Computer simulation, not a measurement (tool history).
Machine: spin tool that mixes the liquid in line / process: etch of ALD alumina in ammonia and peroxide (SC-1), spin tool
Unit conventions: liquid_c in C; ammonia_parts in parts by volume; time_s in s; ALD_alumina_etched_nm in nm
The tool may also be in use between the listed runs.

run  hour  liquid_c  ammonia_parts  time_s  ALD_alumina_etched_nm
  1   0.0      56.0            0.5     305                 17.030
  2   4.0      57.0            0.5     305                 18.020
  3   5.8      57.5            0.5     305                 18.438
  4  10.6      58.0            0.5     305                 18.989
  5  18.5      54.5            0.5     305                 15.814
  6  21.5      55.5            0.5     305                 16.496

Expected results for the next run?
  7  27.6      56.5            0.5     305                      ?

For run 7 the tool returned ALD_alumina_etched_nm 17.646 nm.

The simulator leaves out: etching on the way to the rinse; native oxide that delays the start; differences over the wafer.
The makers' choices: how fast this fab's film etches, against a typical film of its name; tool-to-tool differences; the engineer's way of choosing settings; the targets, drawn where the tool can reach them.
